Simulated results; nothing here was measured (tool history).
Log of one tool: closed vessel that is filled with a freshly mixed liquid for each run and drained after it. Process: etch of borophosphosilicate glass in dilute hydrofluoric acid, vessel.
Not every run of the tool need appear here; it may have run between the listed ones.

run,hour,temperature setpoint of the liquid (C),parts of water to one part of 49 % hydrofluoric acid (parts by volume),time in the liquid (s),thickness taken off the borophosphosilicate glass on a monitor wafer (nm)
1,0.0,24.0,95,35,29.521
2,5.5,25.5,95,35,31.053
3,14.3,22.0,95,35,27.547
4,21.9,24.0,85,35,34.000
5,27.9,26.0,80,35,38.841
6,28.8,27.5,75,35,44.393

Expected results for the next run?
7,29.6,28.5,70,35,?

Run 7 produced thickness taken off the borophosphosilicate glass on a monitor wafer (nm) 49.733.
